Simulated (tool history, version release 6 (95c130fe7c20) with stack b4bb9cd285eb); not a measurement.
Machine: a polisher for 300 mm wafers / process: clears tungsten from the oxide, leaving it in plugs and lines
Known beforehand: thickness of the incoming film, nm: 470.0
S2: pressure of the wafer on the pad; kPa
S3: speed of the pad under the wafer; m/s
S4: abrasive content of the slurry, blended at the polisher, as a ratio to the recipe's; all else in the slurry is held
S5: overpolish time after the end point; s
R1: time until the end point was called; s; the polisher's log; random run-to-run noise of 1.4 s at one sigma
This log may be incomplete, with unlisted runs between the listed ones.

{"run": 1, "day": 0.0, "flow of slurry (ml/min)": 175, "S2": 20, "S3": 1.22, "S4": 1, "S5": 3, "R1": 122.56}
{"run": 2, "day": 0.221, "flow of slurry (ml/min)": 175, "S2": 20, "S3": 1.22, "S4": 0.85, "S5": 3, "R1": 132}
{"run": 3, "day": 0.25, "flow of slurry (ml/min)": 175, "S2": 20, "S3": 1.12, "S4": 0.85, "S5": 3, "R1": 139.33}
{"run": 4, "day": 0.362, "flow of slurry (ml/min)": 175, "S2": 20, "S3": 0.92, "S4": 0.85, "S5": 3, "R1": 172.81}
{"run": 5, "day": 0.512, "flow of slurry (ml/min)": 175, "S2": 20, "S3": 1.22, "S4": 0.85, "S5": 3, "R1": 127.81}
{"run": 6, "day": 0.879, "flow of slurry (ml/min)": 175, "S2": 21.4, "S3": 1.22, "S4": 0.85, "S5": 3, "R1": 124.5}
{"run": 7, "day": 1.075, "flow of slurry (ml/min)": 175, "S2": 23.4, "S3": 1.24, "S4": 0.85, "S5": 3, "R1": 111.36}

What does the tool deliver on the next run?
{"run": 8, "day": 1.346, "flow of slurry (ml/min)": 175, "S2": 24.8, "S3": 1.24, "S4": 0.85, "S5": 3, "R1": "?"}

For run 8 the tool returned R1 104.84 s.
